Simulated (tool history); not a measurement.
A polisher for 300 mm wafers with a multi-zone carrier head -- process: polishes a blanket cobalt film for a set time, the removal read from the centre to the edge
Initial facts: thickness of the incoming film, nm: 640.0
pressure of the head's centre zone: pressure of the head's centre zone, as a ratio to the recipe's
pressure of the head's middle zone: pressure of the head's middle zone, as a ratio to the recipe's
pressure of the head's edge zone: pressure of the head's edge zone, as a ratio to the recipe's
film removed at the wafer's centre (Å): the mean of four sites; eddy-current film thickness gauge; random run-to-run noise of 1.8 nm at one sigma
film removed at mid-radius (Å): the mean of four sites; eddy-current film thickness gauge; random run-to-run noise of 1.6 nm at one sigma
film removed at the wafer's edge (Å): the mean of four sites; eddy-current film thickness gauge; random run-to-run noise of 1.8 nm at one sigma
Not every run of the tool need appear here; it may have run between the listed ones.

run,hour,flow of slurry (ml/min),pressure of the head's centre zone,pressure of the head's middle zone,pressure of the head's edge zone,polishing time (s),film removed at the wafer's centre (Å),film removed at mid-radius (Å),film removed at the wafer's edge (Å)
1,0.0,210,1.00,1.00,1.00,34,2457.6,2382.0,2407.8
2,3.6,260,1.00,1.00,1.00,34,2593.3,2407.3,2552.7
3,7.0,260,1.00,1.00,1.00,30,2255.7,2154.0,2231.7
4,10.5,265,0.98,0.96,1.01,27,1963.0,1845.6,1989.3
5,18.4,265,0.98,0.96,1.05,27,1992.7,1879.3,2076.9
6,19.5,270,0.96,0.93,1.04,26,1901.6,1755.1,1926.8
7,21.0,270,0.94,0.90,1.07,25,1772.3,1677.1,1912.9
8,21.9,270,0.94,0.88,1.08,24,1664.9,1543.0,1865.2
9,24.6,260,0.93,0.86,1.06,24,1679.2,1497.3,1804.8
10,28.1,250,0.91,0.85,1.05,24,1644.2,1520.8,1770.6

Run 11, settings as shown, results not yet in. Your forecast:
11,36.4,250,0.91,0.84,1.06,23,?,?,?

Run 11 yielded film removed at the wafer's centre (Å) 1587.2, film removed at mid-radius (Å) 1419.8, film removed at the wafer's edge (Å) 1705.2.
